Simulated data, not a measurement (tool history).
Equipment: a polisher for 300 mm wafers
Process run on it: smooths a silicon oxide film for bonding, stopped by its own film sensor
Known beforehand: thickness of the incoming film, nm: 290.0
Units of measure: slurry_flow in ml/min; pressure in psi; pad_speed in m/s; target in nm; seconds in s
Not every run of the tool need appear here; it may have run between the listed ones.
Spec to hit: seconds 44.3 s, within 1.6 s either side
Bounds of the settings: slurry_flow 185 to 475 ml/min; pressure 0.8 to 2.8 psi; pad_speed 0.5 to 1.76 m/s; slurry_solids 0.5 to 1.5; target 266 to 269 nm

run 1 hour=0 | slurry_flow=305 pressure=1.8 pad_speed=1.12 slurry_solids=1 target=266 | seconds=27.018
run 2 hour=1.7 | slurry_flow=305 pressure=1.7 pad_speed=1.12 slurry_solids=1 target=266 | seconds=27.546
run 3 hour=2.9 | slurry_flow=305 pressure=1.7 pad_speed=1.12 slurry_solids=1.1 target=266 | seconds=26.915
run 4 hour=8.6 | slurry_flow=305 pressure=1.7 pad_speed=1.12 slurry_solids=1.1 target=269 | seconds=23.635
run 5 hour=16.5 | slurry_flow=305 pressure=1.6 pad_speed=1.08 slurry_solids=1.1 target=269 | seconds=24.608
run 6 hour=19.8 | slurry_flow=305 pressure=1.3 pad_speed=1.08 slurry_solids=1.1 target=269 | seconds=27.863
run 7 hour=26.9 | slurry_flow=305 pressure=1.2 pad_speed=1.02 slurry_solids=1.1 target=269 | seconds=30.874
run 8 hour=31.7 | slurry_flow=305 pressure=1.1 pad_speed=0.98 slurry_solids=1.1 target=269 | seconds=32.469
run 9 hour=34.5 | slurry_flow=305 pressure=0.8 pad_speed=0.66 slurry_solids=1.05 target=269 | seconds=52.155

Which one of the following 5 next-run settings gets every result inside its allowed miss? There is exactly one.
run A hour=37.3 | slurry_flow=230 pressure=0.8 pad_speed=0.58 slurry_solids=0.9 target=269 | seconds=?
run B hour=37.3 | slurry_flow=335 pressure=0.8 pad_speed=0.66 slurry_solids=0.85 target=266 | seconds=?
run C hour=37.3 | slurry_flow=340 pressure=0.8 pad_speed=0.66 slurry_solids=0.95 target=267 | seconds=?
run D hour=37.3 | slurry_flow=290 pressure=0.9 pad_speed=0.9 slurry_solids=1.1 target=269 | seconds=?
run E hour=37.3 | slurry_flow=305 pressure=1.1 pad_speed=0.8 slurry_solids=0.95 target=267 | seconds=?

move=A seconds=63.991
move=B seconds=65.465
move=C seconds=59.895
move=D seconds=38.837
move=E seconds=45.013
A: the biggest miss grows against the last run
B: the biggest miss grows against the last run
C: the biggest miss grows against the last run
D: takes the result that was furthest off past its target
E: every result within its allowed miss
So the answer is move E, the one that meets all the targets.
